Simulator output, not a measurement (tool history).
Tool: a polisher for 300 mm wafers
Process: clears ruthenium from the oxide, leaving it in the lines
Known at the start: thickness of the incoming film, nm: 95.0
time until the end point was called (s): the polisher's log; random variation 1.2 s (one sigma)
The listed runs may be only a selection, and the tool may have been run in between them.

| run | day | flow of slurry (ml/min) | pressure of the wafer on the pad (kPa) | speed of the pad under the wafer (m/s) | overpolish time after the end point (s) | time until the end point was called (s) |
|---|---|---|---|---|---|---|
| 1 | 0.000 | 190 | 10.3 | 0.92 | 18 | 126.75 |
| 2 | 0.146 | 190 | 9.0 | 0.92 | 18 | 145.54 |
| 3 | 0.300 | 190 | 9.7 | 0.92 | 18 | 137.03 |
| 4 | 0.504 | 225 | 9.7 | 0.92 | 18 | 129.96 |
| 5 | 0.546 | 225 | 9.7 | 0.92 | 18 | 127.56 |
| 6 | 0.588 | 225 | 10.3 | 0.92 | 18 | 123.85 |
| 7 | 0.696 | 225 | 11.0 | 0.92 | 18 | 114.32 |
| 8 | 0.875 | 225 | 11.7 | 0.92 | 18 | 110.42 |

For run 9, what comes out?
| 9 | 0.958 | 225 | 12.4 | 0.92 | 18 | ? |

Logged for run 9: time until the end point was called (s) 106.90.
